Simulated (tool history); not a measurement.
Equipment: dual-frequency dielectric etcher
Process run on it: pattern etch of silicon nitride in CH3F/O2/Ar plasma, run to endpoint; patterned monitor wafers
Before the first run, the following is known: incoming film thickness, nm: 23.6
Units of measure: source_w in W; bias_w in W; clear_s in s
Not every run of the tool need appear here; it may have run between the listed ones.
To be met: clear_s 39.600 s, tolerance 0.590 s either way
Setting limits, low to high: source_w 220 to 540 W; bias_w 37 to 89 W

run  hour  source_w  bias_w  clear_s
  1   0.0       380      63   35.441
  2   0.6       350      62   36.640
  3   4.6       330      62   37.500
  4   8.1       320      62   37.690
  5  16.9       310      62   38.208
  6  25.4       310      67   37.477
  7  30.7       300      67   37.526
  8  33.8       280      67   38.521

5 next moves are on the table. One of them brings every result within its allowed miss. Which?
  A  36.9       260      67        ?
  B  36.9       280      68        ?
  C  36.9       320      58        ?
  D  36.9       270      71        ?
  E  36.9       300      63        ?

move  clear_s
   A   39.345
   B   38.293
   C   38.407
   D   38.235
   E   38.310
A: all results in spec
B: lands further from the targets than the last run did
C: lands further from the targets than the last run did
D: lands further from the targets than the last run did
E: lands further from the targets than the last run did
The right move is A.
